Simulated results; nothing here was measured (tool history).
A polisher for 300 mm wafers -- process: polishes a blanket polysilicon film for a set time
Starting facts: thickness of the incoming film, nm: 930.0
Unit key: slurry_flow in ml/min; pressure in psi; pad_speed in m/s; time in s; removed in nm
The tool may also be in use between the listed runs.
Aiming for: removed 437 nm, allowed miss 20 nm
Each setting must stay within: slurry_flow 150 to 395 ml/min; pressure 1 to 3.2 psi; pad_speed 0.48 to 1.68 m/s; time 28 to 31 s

Run 1, hour 0: slurry_flow 250 ml/min, pressure 2.1 psi, pad_speed 1.08 m/s, time 31 s. Result: removed 249.9 nm.
Run 2, hour 8: slurry_flow 250 ml/min, pressure 2.3 psi, pad_speed 1.08 m/s, time 31 s. Result: removed 268.77 nm.
Run 3, hour 9.7: slurry_flow 300 ml/min, pressure 2.3 psi, pad_speed 1.08 m/s, time 31 s. Result: removed 276.54 nm.
Run 4, hour 16.5: slurry_flow 300 ml/min, pressure 2.3 psi, pad_speed 1.08 m/s, time 31 s. Result: removed 268.38 nm.
Run 5, hour 22.6: slurry_flow 300 ml/min, pressure 2.3 psi, pad_speed 0.82 m/s, time 31 s. Result: removed 223.85 nm.
Run 6, hour 24.9: slurry_flow 300 ml/min, pressure 2.4 psi, pad_speed 0.88 m/s, time 31 s. Result: removed 243.2 nm.
Run 7, hour 27.8: slurry_flow 300 ml/min, pressure 2.4 psi, pad_speed 0.88 m/s, time 31 s. Result: removed 243.02 nm.
Run 8, hour 30.6: slurry_flow 300 ml/min, pressure 2.5 psi, pad_speed 0.92 m/s, time 31 s. Result: removed 257.87 nm.
Run 9, hour 36.2: slurry_flow 300 ml/min, pressure 2.6 psi, pad_speed 0.98 m/s, time 31 s. Result: removed 289.03 nm.
Run 10, hour 37.6: slurry_flow 300 ml/min, pressure 2.7 psi, pad_speed 1 m/s, time 31 s. Result: removed 295.78 nm.

Of the 5 settings listed for the next run, only one would bring every result within its allowed miss of target. Which one?
Run A, hour 39: slurry_flow 305 ml/min, pressure 2.6 psi, pad_speed 0.5 m/s, time 28 s. Result: removed ?.
Run B, hour 39: slurry_flow 255 ml/min, pressure 3 psi, pad_speed 1.28 m/s, time 31 s. Result: removed ?.
Run C, hour 39: slurry_flow 270 ml/min, pressure 3.1 psi, pad_speed 1.42 m/s, time 31 s. Result: removed ?.
Run D, hour 39: slurry_flow 330 ml/min, pressure 2.1 psi, pad_speed 1.56 m/s, time 31 s. Result: removed ?.
Run E, hour 39: slurry_flow 250 ml/min, pressure 2.9 psi, pad_speed 1.3 m/s, time 31 s. Result: removed ?.

move  removed
   A   164.12
   B   387.14
   C   434.75
   D   340.65
   E   379.68
A: its largest miss is bigger than the last run's
B: better than the last run, though not everything is in spec
C: meets every target
D: better than the last run, though not everything is in spec
E: better than the last run, though not everything is in spec
Go with C: it meets all targets.
